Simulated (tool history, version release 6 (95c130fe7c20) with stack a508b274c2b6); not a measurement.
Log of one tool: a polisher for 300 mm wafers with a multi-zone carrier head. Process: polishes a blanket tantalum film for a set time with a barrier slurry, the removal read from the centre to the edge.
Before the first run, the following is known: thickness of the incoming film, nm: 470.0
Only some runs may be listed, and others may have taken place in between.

run	hour	flow of slurry (ml/min)	pressure of the head's centre zone	pressure of the head's middle zone	pressure of the head's edge zone	abrasive content of the slurry	polishing time (s)	film removed at the wafer's centre (angstrom)	film removed at mid-radius (angstrom)	film removed at the wafer's edge (angstrom)
1	0.0	290	1.00	1.00	1.00	1.00	67	1829.8	1783.7	1833.8
2	4.6	300	1.03	1.02	1.03	1.05	67	1909.9	1819.5	1920.7
3	9.2	310	1.06	1.04	1.03	1.05	67	1948.8	1852.3	1891.8
4	15.2	310	1.06	0.97	1.03	1.05	67	1981.2	1757.2	1890.7
5	22.9	310	1.06	0.97	1.06	1.05	67	1967.1	1766.2	1904.1
6	31.5	350	1.06	0.97	1.06	1.05	67	1979.4	1782.8	1941.0

Run 7, settings as shown, results not yet in. Your forecast:
7	40.2	355	1.08	0.99	1.07	1.10	67	?	?	?

{"run 7": {"film removed at the wafer's centre (angstrom)": 1994.0, "film removed at mid-radius (angstrom)": 1844.9, "film removed at the wafer's edge (angstrom)": 1961.9}}
